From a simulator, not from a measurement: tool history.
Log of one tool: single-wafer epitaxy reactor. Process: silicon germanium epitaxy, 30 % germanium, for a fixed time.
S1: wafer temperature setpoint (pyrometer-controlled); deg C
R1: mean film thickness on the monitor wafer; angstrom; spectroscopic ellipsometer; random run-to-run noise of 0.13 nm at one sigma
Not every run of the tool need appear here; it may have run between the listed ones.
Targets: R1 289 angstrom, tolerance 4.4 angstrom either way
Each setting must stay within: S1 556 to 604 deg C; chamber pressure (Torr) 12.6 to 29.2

run 1 hour=0 | S1=580 chamber_pressure_(Torr)=20.9 | R1=463.49
run 2 hour=8 | S1=580 chamber_pressure_(Torr)=22.9 | R1=471.44
run 3 hour=10.2 | S1=575 chamber_pressure_(Torr)=22.9 | R1=427.06
run 4 hour=14.6 | S1=569 chamber_pressure_(Torr)=22.9 | R1=370.53
run 5 hour=16.6 | S1=562 chamber_pressure_(Torr)=22.9 | R1=316.52
run 6 hour=21.9 | S1=562 chamber_pressure_(Torr)=25 | R1=325.25
run 7 hour=28.9 | S1=561 chamber_pressure_(Torr)=25 | R1=318.58
run 8 hour=34.2 | S1=560 chamber_pressure_(Torr)=25 | R1=312.37
run 9 hour=40.3 | S1=559 chamber_pressure_(Torr)=25 | R1=304.37
run 10 hour=43.3 | S1=558 chamber_pressure_(Torr)=25 | R1=295.15

Next run, 4 choices. One meets every target within its allowed miss, the rest don't. Which?
run A hour=46.3 | S1=558 chamber_pressure_(Torr)=27.3 | R1=?
run B hour=46.3 | S1=559 chamber_pressure_(Torr)=24.9 | R1=?
run C hour=46.3 | S1=558 chamber_pressure_(Torr)=26.2 | R1=?
run D hour=46.3 | S1=557 chamber_pressure_(Torr)=25.2 | R1=?

move=A R1=304.64
move=B R1=303.31
move=C R1=300.9
move=D R1=290.61
A: moves away from the targets compared with the last run
B: moves away from the targets compared with the last run
C: moves away from the targets compared with the last run
D: all results in spec
The right move is D.
